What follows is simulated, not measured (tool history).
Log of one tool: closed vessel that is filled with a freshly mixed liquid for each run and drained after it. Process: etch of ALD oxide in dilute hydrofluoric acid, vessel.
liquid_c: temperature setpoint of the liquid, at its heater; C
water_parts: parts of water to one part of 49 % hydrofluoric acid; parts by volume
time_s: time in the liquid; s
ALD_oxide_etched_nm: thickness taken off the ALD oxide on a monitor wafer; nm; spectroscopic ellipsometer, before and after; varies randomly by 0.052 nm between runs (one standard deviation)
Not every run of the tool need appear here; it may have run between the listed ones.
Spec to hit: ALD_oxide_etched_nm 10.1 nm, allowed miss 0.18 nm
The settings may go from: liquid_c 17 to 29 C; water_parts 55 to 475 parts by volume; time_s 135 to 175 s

run  hour  liquid_c  water_parts  time_s  ALD_oxide_etched_nm
  1     0        21          265     175               7.0655
  2   5.1      22.5          260     175                7.673
  3  12.6        21          260     175               7.1955
  4  13.3        21          190     175               10.577
  5  19.4        21          190     135               8.1672
  6  23.8        22          190     135               8.5815
  7  30.2        23          190     135               8.8969
  8  33.6        24          190     135               9.1784
  9  40.4      24.5          190     135               9.2889
 10  43.7        25          190     135               9.4864
 11  49.8      25.5          190     135               9.7045
 12    52        26          190     135               9.8924

Of the 4 settings listed for the next run, only one would bring every result within its allowed miss of target. Which one?
  A  54.2      27.5          230     155                    ?
  B  54.2      26.5          215     150                    ?
  C  54.2      23.5          180     135                    ?
  D  54.2      26.5          235     175                    ?

move  ALD_oxide_etched_nm
   A               9.5139
   B                 9.67
   C               9.6805
   D               10.096
A: moves away from the targets compared with the last run
B: moves away from the targets compared with the last run
C: moves away from the targets compared with the last run
D: each result inside its tolerance
Move D is the one to make.
